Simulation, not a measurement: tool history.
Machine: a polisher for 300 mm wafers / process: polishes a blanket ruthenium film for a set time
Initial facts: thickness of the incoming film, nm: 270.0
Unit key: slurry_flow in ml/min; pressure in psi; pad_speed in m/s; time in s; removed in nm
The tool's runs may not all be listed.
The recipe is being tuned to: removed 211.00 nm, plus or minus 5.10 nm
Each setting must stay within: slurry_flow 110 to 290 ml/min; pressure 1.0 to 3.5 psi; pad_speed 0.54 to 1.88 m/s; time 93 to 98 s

run	hour	slurry_flow	pressure	pad_speed	time	removed
1	0.0	185	2.2	1.20	93	158.13
2	3.0	185	2.2	0.98	93	129.63
3	6.0	185	2.0	0.98	93	119.49
4	7.9	195	2.3	0.98	93	135.76
5	12.8	195	2.5	0.98	93	150.01
6	21.7	195	2.1	0.98	93	127.39
7	28.3	235	2.7	1.00	93	168.60
8	30.5	235	2.7	1.00	93	166.37
9	37.6	235	2.8	1.00	93	172.21
10	44.5	235	2.9	1.00	93	177.62
11	49.9	235	2.9	1.00	93	180.63
12	51.1	235	3.0	1.00	93	185.06
13	58.9	240	3.1	1.00	93	190.38
14	67.6	245	3.2	1.00	93	198.77
15	74.3	250	3.2	1.00	93	199.73
16	80.7	255	3.2	1.00	93	199.81

Which single option among these 4 for the next run brings every result within its allowed miss of target? Just one does.
A	87.1	255	3.2	0.98	93	?
B	87.1	235	3.5	0.92	98	?
C	87.1	275	3.0	1.04	94	?
D	87.1	290	3.5	0.86	98	?

move	removed
A	195.57
B	209.77
C	198.09
D	201.08
A: misses by more than the last run did
B: meets every target
C: misses by more than the last run did
D: moves toward the targets from the last run without getting all of them in spec
Answer: B

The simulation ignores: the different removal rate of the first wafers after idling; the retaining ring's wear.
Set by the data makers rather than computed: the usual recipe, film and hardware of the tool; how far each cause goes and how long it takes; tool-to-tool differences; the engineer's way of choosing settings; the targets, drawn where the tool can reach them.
